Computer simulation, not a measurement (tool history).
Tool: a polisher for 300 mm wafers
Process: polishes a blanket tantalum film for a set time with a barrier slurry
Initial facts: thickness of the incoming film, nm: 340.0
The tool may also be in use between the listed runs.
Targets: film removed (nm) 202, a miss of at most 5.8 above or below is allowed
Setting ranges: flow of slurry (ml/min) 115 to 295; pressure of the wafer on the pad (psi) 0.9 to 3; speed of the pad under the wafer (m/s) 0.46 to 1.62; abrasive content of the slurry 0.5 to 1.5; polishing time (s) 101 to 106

run	day	flow of slurry (ml/min)	pressure of the wafer on the pad (psi)	speed of the pad under the wafer (m/s)	abrasive content of the slurry	polishing time (s)	film removed (nm)
1	0	190	1.9	1.04	1	101	174.3
2	0.029	195	2	1.04	1	101	180.25
3	0.171	195	2.1	1.04	1	101	186.3
4	0.446	195	2.2	1.04	1	101	188.83
5	0.767	165	2.2	1.04	1	101	183.22
6	0.929	165	2.2	0.8	1	101	148.25
7	1.208	190	2.4	0.8	1	101	161.78
8	1.408	205	2.5	0.8	1	101	168.44
9	1.542	210	2.6	0.8	1	101	173.91
10	1.75	215	2.7	0.8	1	101	177.89

Next run, 4 choices. One meets every target within its allowed miss, the rest don't. Which?
A	1.958	250	3	0.74	1.3	105	?
B	1.958	195	2.9	0.7	0.95	103	?
C	1.958	195	2.9	0.76	1	104	?
D	1.958	220	2.7	0.82	1	104	?

move	film removed (nm)
A	199.94
B	168.36
C	182.83
D	187.99
A: all results land within tolerance of their targets
B: lands further from the targets than the last run did
C: gains on the last run, yet a result remains outside its allowed miss
D: gains on the last run, yet a result remains outside its allowed miss
Correct choice: A, which meets every target
